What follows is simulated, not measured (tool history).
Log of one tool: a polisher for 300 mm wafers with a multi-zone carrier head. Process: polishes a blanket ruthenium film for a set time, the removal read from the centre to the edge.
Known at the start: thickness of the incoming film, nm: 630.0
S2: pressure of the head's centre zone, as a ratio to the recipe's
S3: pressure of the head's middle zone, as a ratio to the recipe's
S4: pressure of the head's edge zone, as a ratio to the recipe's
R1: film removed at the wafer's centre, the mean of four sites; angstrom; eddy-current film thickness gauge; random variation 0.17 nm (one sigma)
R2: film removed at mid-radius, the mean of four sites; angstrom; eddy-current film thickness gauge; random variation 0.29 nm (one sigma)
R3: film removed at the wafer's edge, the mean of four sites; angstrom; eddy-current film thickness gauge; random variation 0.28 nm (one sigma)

run 1 hour=0.0 | flow_of_slurry_(ml/min)=125 S2=1.00 S3=1.00 S4=1.00 polishing_time_(s)=33 | R1=390.56 R2=387.46 R3=394.07
run 2 hour=5.1 | flow_of_slurry_(ml/min)=115 S2=0.97 S3=0.97 S4=0.96 polishing_time_(s)=31 | R1=346.42 R2=355.49 R3=362.74
run 3 hour=5.7 | flow_of_slurry_(ml/min)=85 S2=0.97 S3=0.97 S4=0.96 polishing_time_(s)=31 | R1=321.84 R2=326.47 R3=338.37
run 4 hour=12.2 | flow_of_slurry_(ml/min)=85 S2=0.97 S3=0.97 S4=0.96 polishing_time_(s)=27 | R1=281.53 R2=292.11 R3=297.75
run 5 hour=14.6 | flow_of_slurry_(ml/min)=85 S2=0.91 S3=0.97 S4=0.96 polishing_time_(s)=27 | R1=262.64 R2=282.75 R3=294.02
run 6 hour=19.0 | flow_of_slurry_(ml/min)=105 S2=0.91 S3=0.97 S4=0.96 polishing_time_(s)=27 | R1=280.31 R2=302.81 R3=305.94
run 7 hour=22.7 | flow_of_slurry_(ml/min)=105 S2=0.91 S3=0.97 S4=0.96 polishing_time_(s)=27 | R1=283.84 R2=298.69 R3=308.56

Forecast run 8:
run 8 hour=26.4 | flow_of_slurry_(ml/min)=80 S2=0.91 S3=0.92 S4=0.90 polishing_time_(s)=26 | R1=? R2=? R3=?

R1: 249.29 angstrom
R2: 259.06 angstrom
R3: 277.10 angstrom
